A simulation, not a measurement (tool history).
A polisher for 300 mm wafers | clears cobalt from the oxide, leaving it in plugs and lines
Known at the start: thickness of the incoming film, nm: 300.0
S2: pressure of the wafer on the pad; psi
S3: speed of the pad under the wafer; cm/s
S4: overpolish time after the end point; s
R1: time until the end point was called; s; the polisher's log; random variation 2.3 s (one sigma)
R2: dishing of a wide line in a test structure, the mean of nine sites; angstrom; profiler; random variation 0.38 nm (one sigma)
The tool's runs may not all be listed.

Run 1, hour 0: flow of slurry (ml/min) 185, S2 1.7 psi, S3 100 cm/s, S4 23 s. Result: R1 81.56 s, R2 427.13 angstrom.
Run 2, hour 2.4: flow of slurry (ml/min) 185, S2 1.5 psi, S3 96 cm/s, S4 18 s. Result: R1 96.645 s, R2 328.06 angstrom.
Run 3, hour 6.1: flow of slurry (ml/min) 185, S2 1.5 psi, S3 72 cm/s, S4 18 s. Result: R1 125.32 s, R2 291.48 angstrom.
Run 4, hour 14: flow of slurry (ml/min) 185, S2 1.5 psi, S3 86 cm/s, S4 18 s. Result: R1 104.93 s, R2 310.37 angstrom.
Run 5, hour 21.2: flow of slurry (ml/min) 185, S2 1.5 psi, S3 68 cm/s, S4 18 s. Result: R1 132.6 s, R2 278.83 angstrom.
Run 6, hour 23.8: flow of slurry (ml/min) 185, S2 1.5 psi, S3 68 cm/s, S4 23 s. Result: R1 136.25 s, R2 325.6 angstrom.

Forecast run 7:
At hour 32.9: worn pad replaced by a new one.
Run 7, hour 32.9: flow of slurry (ml/min) 185, S2 1.4 psi, S3 68 cm/s, S4 20 s. Result: R1 ?, R2 ?.

Run 7 gave R1 126.22 s, R2 299.76 angstrom.
